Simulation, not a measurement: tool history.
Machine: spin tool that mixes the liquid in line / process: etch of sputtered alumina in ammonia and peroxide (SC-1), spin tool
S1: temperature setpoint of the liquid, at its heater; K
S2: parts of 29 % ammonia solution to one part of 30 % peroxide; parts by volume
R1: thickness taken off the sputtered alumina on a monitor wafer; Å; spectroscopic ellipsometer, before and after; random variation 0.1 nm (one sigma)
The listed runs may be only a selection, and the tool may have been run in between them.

run 1 hour=0.0 | S1=332.15 S2=0.8 time_under_the_liquid_(s)=310 | R1=221.82
run 2 hour=8.7 | S1=332.15 S2=0.8 time_under_the_liquid_(s)=335 | R1=237.70
run 3 hour=11.4 | S1=337.65 S2=0.8 time_under_the_liquid_(s)=335 | R1=319.53
run 4 hour=15.3 | S1=333.15 S2=0.8 time_under_the_liquid_(s)=335 | R1=248.15
run 5 hour=16.3 | S1=329.65 S2=0.8 time_under_the_liquid_(s)=335 | R1=210.54
run 6 hour=21.7 | S1=327.15 S2=0.8 time_under_the_liquid_(s)=335 | R1=183.12
run 7 hour=28.2 | S1=325.15 S2=0.8 time_under_the_liquid_(s)=335 | R1=163.31

Run 8 has not been measured yet. What should we expect?
run 8 hour=30.6 | S1=317.15 S2=0.8 time_under_the_liquid_(s)=335 | R1=?

R1: 105.21 Å
